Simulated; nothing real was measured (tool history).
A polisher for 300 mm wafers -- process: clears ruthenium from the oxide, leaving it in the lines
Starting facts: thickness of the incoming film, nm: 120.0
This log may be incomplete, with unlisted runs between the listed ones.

run,hour,flow of slurry (ml/min),pressure of the wafer on the pad (psi),speed of the pad under the wafer (m/s),overpolish time after the end point (s),time until the end point was called (s)
1,0.0,225,2.3,0.90,18,123.56
2,3.1,225,2.3,0.90,18,120.29
3,3.9,225,2.3,0.76,18,135.32
4,9.8,225,2.5,0.76,18,122.76
5,17.0,225,2.6,0.76,18,119.81
6,25.8,225,2.4,0.76,18,132.23

Expected results for the next run?
7,33.5,225,2.6,0.76,18,?

Run 7 measured time until the end point was called (s) 120.81.
